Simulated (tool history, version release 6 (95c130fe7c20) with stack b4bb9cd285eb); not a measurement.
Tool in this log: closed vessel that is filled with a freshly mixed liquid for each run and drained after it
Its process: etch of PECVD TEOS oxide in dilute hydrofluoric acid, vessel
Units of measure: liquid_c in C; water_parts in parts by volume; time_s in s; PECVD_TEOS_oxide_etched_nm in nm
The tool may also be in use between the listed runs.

{"run": 1, "hour": 0.0, "liquid_c": 24.0, "water_parts": 110, "time_s": 250, "PECVD_TEOS_oxide_etched_nm": 49.594}
{"run": 2, "hour": 5.0, "liquid_c": 25.0, "water_parts": 110, "time_s": 250, "PECVD_TEOS_oxide_etched_nm": 52.231}
{"run": 3, "hour": 13.5, "liquid_c": 23.5, "water_parts": 110, "time_s": 250, "PECVD_TEOS_oxide_etched_nm": 48.555}
{"run": 4, "hour": 16.8, "liquid_c": 23.5, "water_parts": 110, "time_s": 265, "PECVD_TEOS_oxide_etched_nm": 51.391}
{"run": 5, "hour": 18.4, "liquid_c": 23.5, "water_parts": 130, "time_s": 265, "PECVD_TEOS_oxide_etched_nm": 42.771}
{"run": 6, "hour": 24.4, "liquid_c": 26.0, "water_parts": 130, "time_s": 265, "PECVD_TEOS_oxide_etched_nm": 46.479}
{"run": 7, "hour": 28.7, "liquid_c": 27.5, "water_parts": 130, "time_s": 265, "PECVD_TEOS_oxide_etched_nm": 49.379}

Predict the results of run 8:
{"run": 8, "hour": 29.5, "liquid_c": 28.5, "water_parts": 130, "time_s": 265, "PECVD_TEOS_oxide_etched_nm": "?"}

{"run 8": {"PECVD_TEOS_oxide_etched_nm": 51.623}}

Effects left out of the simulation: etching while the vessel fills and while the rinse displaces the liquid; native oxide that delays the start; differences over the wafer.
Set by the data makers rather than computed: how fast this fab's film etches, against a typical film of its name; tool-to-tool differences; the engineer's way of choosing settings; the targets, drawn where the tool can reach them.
